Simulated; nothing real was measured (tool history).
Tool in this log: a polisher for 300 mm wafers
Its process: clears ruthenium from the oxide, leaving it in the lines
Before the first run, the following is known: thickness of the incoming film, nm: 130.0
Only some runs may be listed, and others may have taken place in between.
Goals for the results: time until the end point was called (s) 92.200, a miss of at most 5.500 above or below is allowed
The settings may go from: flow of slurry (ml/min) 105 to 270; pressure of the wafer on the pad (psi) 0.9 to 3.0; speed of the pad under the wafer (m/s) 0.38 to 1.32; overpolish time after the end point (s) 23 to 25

run	hour	flow of slurry (ml/min)	pressure of the wafer on the pad (psi)	speed of the pad under the wafer (m/s)	overpolish time after the end point (s)	time until the end point was called (s)
1	0.0	175	1.9	0.84	23	172.590
2	8.9	175	1.9	0.84	23	163.410
3	13.0	175	1.9	1.00	23	150.150
4	18.8	175	2.1	1.02	23	135.370
5	23.8	175	2.3	1.04	23	120.660
6	28.2	175	2.3	1.20	23	111.150
7	30.7	175	2.4	1.20	23	107.170
8	36.8	175	2.5	1.20	23	103.070
9	44.2	175	2.6	1.20	23	100.200

Which of these 4 next moves meets every target?
A	51.6	195	2.9	1.32	23	?
B	51.6	155	2.7	1.26	23	?
C	51.6	175	2.5	1.14	24	?
D	51.6	230	2.9	0.76	23	?

move	time until the end point was called (s)
A	81.696
B	93.247
C	105.890
D	114.200
A: takes the biggest miss from the last run beyond its target
B: every result within its allowed miss
C: moves away from the targets compared with the last run
D: moves away from the targets compared with the last run
The right move is B.

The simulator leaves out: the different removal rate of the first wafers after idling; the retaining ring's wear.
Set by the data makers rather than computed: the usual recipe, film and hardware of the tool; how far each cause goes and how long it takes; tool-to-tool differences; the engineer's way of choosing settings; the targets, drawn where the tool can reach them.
